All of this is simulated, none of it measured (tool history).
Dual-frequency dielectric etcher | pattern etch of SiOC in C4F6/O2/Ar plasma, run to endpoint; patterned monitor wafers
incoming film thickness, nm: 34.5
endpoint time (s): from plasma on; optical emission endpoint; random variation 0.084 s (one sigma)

{"run": 1, "hour": 0.0, "bias power (kW)": 0.448, "source power (kW)": 0.29, "endpoint time (s)": 13.658}
{"run": 2, "hour": 5.3, "bias power (kW)": 0.404, "source power (kW)": 0.29, "endpoint time (s)": 14.297}
{"run": 3, "hour": 11.3, "bias power (kW)": 0.453, "source power (kW)": 0.29, "endpoint time (s)": 13.599}
{"run": 4, "hour": 12.7, "bias power (kW)": 0.394, "source power (kW)": 0.29, "endpoint time (s)": 14.158}
{"run": 5, "hour": 13.9, "bias power (kW)": 0.357, "source power (kW)": 0.29, "endpoint time (s)": 14.776}
{"run": 6, "hour": 16.0, "bias power (kW)": 0.404, "source power (kW)": 0.31, "endpoint time (s)": 13.698}
{"run": 7, "hour": 19.6, "bias power (kW)": 0.439, "source power (kW)": 0.32, "endpoint time (s)": 12.953}
{"run": 8, "hour": 21.0, "bias power (kW)": 0.468, "source power (kW)": 0.32, "endpoint time (s)": 12.683}
{"run": 9, "hour": 26.4, "bias power (kW)": 0.493, "source power (kW)": 0.33, "endpoint time (s)": 12.272}

The next listed run, before its measurement:
{"run": 10, "hour": 34.6, "bias power (kW)": 0.513, "source power (kW)": 0.33, "endpoint time (s)": "?"}

Run 10 gave endpoint time (s) 11.885.
